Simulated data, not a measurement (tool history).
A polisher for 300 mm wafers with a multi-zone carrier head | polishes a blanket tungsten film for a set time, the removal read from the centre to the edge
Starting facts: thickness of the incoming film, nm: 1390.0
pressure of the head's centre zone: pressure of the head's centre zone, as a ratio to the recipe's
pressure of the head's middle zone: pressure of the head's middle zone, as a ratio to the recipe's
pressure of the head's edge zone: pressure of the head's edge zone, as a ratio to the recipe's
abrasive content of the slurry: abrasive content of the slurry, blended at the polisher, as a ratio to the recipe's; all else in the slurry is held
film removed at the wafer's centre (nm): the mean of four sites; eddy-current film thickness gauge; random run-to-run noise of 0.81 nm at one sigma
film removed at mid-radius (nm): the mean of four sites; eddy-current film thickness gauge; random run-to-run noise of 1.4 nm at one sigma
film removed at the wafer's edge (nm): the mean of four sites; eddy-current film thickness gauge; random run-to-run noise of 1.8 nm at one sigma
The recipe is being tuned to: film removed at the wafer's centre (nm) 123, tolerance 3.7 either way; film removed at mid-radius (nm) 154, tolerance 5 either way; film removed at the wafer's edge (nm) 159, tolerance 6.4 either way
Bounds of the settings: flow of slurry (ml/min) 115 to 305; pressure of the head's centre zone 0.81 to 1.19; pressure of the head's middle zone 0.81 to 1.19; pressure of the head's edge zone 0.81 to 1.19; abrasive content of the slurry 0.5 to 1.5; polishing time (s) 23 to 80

run  hour  flow of slurry (ml/min)  pressure of the head's centre zone  pressure of the head's middle zone  pressure of the head's edge zone  abrasive content of the slurry  polishing time (s)  film removed at the wafer's centre (nm)  film removed at mid-radius (nm)  film removed at the wafer's edge (nm)
  1     0                      195                                   1                                   1                                 1                               1                  51                                   194.35                           197.96                                 189.18
  2   5.2                      195                                   1                                   1                              0.94                               1                  51                                   193.26                              195                                 185.81
  3   6.5                      195                                   1                                   1                              0.89                               1                  51                                   194.11                           193.01                                 179.33
  4  10.9                      175                                0.94                                0.99                              0.95                            0.85                  50                                   168.08                           178.66                                 174.13
  5  12.3                      175                                0.94                                0.99                              0.91                            0.85                  50                                    167.3                           179.31                                 172.47
  6  13.5                      175                                0.94                                0.99                              0.97                            0.85                  50                                   168.26                           176.97                                 178.44
  7  21.6                      160                                 0.9                                1.01                              0.97                            0.75                  49                                    149.7                           166.65                                    165
  8  22.6                      145                                0.87                                1.02                                 1                             0.7                  49                                   139.52                           160.41                                 159.83
  9  29.8                      135                                0.85                                1.03                              1.05                             0.7                  49                                   131.18                           161.01                                 165.69
 10  31.4                      135                                0.85                                1.03                              1.05                             0.7                  49                                   132.98                           161.29                                  164.1
 11  37.9                      130                                0.84                                1.03                              1.05                             0.7                  49                                   128.66                           160.72                                 162.83

Consider the 4 candidate settings below. Which is the only one whose results all fall within their allowed miss of target?
  A  44.4                      120                                0.85                                1.05                              1.12                            0.75                  46                                        ?                                ?                                      ?
  B  44.4                      145                                0.81                                 1.1                              0.92                             0.8                  46                                        ?                                ?                                      ?
  C  44.4                      120                                0.87                                   1                                 1                            0.55                  53                                        ?                                ?                                      ?
  D  44.4                      160                                0.88                                0.93                              1.04                            0.55                  51                                        ?                                ?                                      ?

move  film removed at the wafer's centre (nm)  film removed at mid-radius (nm)  film removed at the wafer's edge (nm)
   A                                   121.89                           150.52                                 157.82
   B                                   124.88                           167.36                                 150.82
   C                                   132.96                           153.95                                 159.11
   D                                   140.21                           149.64                                 164.26
A: all results in spec
B: puts the biggest miss on target and leaves a different result outside tolerance
C: the biggest miss grows against the last run
D: the biggest miss grows against the last run
Move A is the one to make.
